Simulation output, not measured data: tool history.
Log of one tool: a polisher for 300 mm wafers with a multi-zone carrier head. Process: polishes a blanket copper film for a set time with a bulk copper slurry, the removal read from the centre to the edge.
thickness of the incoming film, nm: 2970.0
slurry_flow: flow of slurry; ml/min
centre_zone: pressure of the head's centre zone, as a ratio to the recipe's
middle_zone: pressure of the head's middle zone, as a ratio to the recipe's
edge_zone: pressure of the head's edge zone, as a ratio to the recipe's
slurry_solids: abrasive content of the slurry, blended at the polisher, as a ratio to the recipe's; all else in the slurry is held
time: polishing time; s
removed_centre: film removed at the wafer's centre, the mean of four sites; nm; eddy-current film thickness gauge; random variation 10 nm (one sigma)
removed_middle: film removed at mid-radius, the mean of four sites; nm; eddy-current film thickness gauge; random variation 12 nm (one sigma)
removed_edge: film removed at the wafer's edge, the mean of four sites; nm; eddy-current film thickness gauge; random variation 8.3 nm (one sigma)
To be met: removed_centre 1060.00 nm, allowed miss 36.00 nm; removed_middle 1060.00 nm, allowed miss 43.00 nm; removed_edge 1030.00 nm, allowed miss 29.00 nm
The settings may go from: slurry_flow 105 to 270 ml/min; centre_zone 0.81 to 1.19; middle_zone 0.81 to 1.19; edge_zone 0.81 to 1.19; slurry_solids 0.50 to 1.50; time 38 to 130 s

run 1 day=0.000 | slurry_flow=175 centre_zone=1.00 middle_zone=1.00 edge_zone=1.00 slurry_solids=1.00 time=84 | removed_centre=826.20 removed_middle=851.74 removed_edge=872.50
run 2 day=0.096 | slurry_flow=190 centre_zone=1.03 middle_zone=1.03 edge_zone=1.03 slurry_solids=1.05 time=84 | removed_centre=854.84 removed_middle=884.35 removed_edge=910.12
run 3 day=0.200 | slurry_flow=190 centre_zone=1.00 middle_zone=1.03 edge_zone=1.03 slurry_solids=1.05 time=84 | removed_centre=843.45 removed_middle=875.97 removed_edge=905.30
run 4 day=0.225 | slurry_flow=200 centre_zone=1.04 middle_zone=1.06 edge_zone=1.03 slurry_solids=1.10 time=84 | removed_centre=896.90 removed_middle=921.73 removed_edge=914.77
run 5 day=0.350 | slurry_flow=210 centre_zone=1.06 middle_zone=1.08 edge_zone=1.05 slurry_solids=1.15 time=84 | removed_centre=921.24 removed_middle=943.38 removed_edge=931.61
run 6 day=0.438 | slurry_flow=215 centre_zone=1.08 middle_zone=1.10 edge_zone=1.07 slurry_solids=1.20 time=84 | removed_centre=932.52 removed_middle=962.64 removed_edge=947.19
run 7 day=0.688 | slurry_flow=215 centre_zone=1.08 middle_zone=1.10 edge_zone=1.07 slurry_solids=1.20 time=84 | removed_centre=956.16 removed_middle=963.23 removed_edge=950.35
run 8 day=1.054 | slurry_flow=220 centre_zone=1.09 middle_zone=1.11 edge_zone=1.08 slurry_solids=1.25 time=84 | removed_centre=964.15 removed_middle=972.42 removed_edge=961.11
run 9 day=1.167 | slurry_flow=225 centre_zone=1.10 middle_zone=1.12 edge_zone=1.09 slurry_solids=1.30 time=84 | removed_centre=975.03 removed_middle=981.83 removed_edge=977.99
run 10 day=1.500 | slurry_flow=230 centre_zone=1.11 middle_zone=1.13 edge_zone=1.09 slurry_solids=1.35 time=84 | removed_centre=1013.70 removed_middle=1004.40 removed_edge=988.30
run 11 day=1.833 | slurry_flow=235 centre_zone=1.11 middle_zone=1.14 edge_zone=1.10 slurry_solids=1.35 time=84 | removed_centre=994.16 removed_middle=1022.50 removed_edge=978.42
run 12 day=2.192 | slurry_flow=235 centre_zone=1.12 middle_zone=1.14 edge_zone=1.11 slurry_solids=1.40 time=84 | removed_centre=1022.40 removed_middle=1045.80 removed_edge=994.53
run 13 day=2.517 | slurry_flow=235 centre_zone=1.12 middle_zone=1.13 edge_zone=1.12 slurry_solids=1.40 time=84 | removed_centre=1017.20 removed_middle=1024.60 removed_edge=999.14
run 14 day=2.642 | slurry_flow=235 centre_zone=1.12 middle_zone=1.13 edge_zone=1.13 slurry_solids=1.40 time=84 | removed_centre=1010.20 removed_middle=1020.70 removed_edge=1007.10

5 next moves are on the table. One of them brings every result within its allowed miss. Which?
run A day=2.767 | slurry_flow=260 centre_zone=1.13 middle_zone=1.05 edge_zone=1.16 slurry_solids=1.15 time=86 | removed_centre=? removed_middle=? removed_edge=?
run B day=2.767 | slurry_flow=255 centre_zone=1.19 middle_zone=1.11 edge_zone=1.09 slurry_solids=1.40 time=81 | removed_centre=? removed_middle=? removed_edge=?
run C day=2.767 | slurry_flow=240 centre_zone=1.07 middle_zone=1.09 edge_zone=1.18 slurry_solids=1.40 time=81 | removed_centre=? removed_middle=? removed_edge=?
run D day=2.767 | slurry_flow=270 centre_zone=0.95 middle_zone=1.19 edge_zone=0.98 slurry_solids=1.40 time=91 | removed_centre=? removed_middle=? removed_edge=?
run E day=2.767 | slurry_flow=230 centre_zone=1.14 middle_zone=1.14 edge_zone=1.12 slurry_solids=1.20 time=89 | removed_centre=? removed_middle=? removed_edge=?

move=A removed_centre=1038.80 removed_middle=971.07 removed_edge=1022.80
move=B removed_centre=1060.50 removed_middle=986.54 removed_edge=959.85
move=C removed_centre=945.46 removed_middle=964.91 removed_edge=994.70
move=D removed_centre=957.32 removed_middle=1186.00 removed_edge=1027.30
move=E removed_centre=1074.70 removed_middle=1069.60 removed_edge=1033.70
A: brings the result that was furthest off to its target, and leaves another outside
B: brings the result that was furthest off to its target, and leaves another outside
C: further off than the last run
D: further off than the last run
E: meets every target
The right move is E.
